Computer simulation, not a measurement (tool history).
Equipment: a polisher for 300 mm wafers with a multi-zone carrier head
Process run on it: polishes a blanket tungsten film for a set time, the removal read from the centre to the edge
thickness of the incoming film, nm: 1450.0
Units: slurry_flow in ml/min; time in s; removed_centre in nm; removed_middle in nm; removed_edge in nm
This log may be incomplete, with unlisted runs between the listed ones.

run,hour,slurry_flow,centre_zone,middle_zone,edge_zone,slurry_solids,time,removed_centre,removed_middle,removed_edge
1,0,295,1,1,1,1,68,274.29,266.03,282.3
2,5.3,240,1,1,1,1,68,273.84,255.46,269.24
3,6.6,240,1,1,1,1.15,68,282.63,270.46,287.34
4,12,240,1,1,1,1.15,80,330.62,322.03,329.64
5,20.8,240,1,1,1,1.35,80,354.58,341.87,343.06
6,25.5,240,1,1,1,1.15,80,330.39,319.43,340.47

Run 7 has not been measured yet. What should we expect?
7,29.9,240,1.02,0.98,1.02,1.15,81,?,?,?

{"run 7": {"removed_centre": 334.94, "removed_middle": 313.06, "removed_edge": 343.06}}
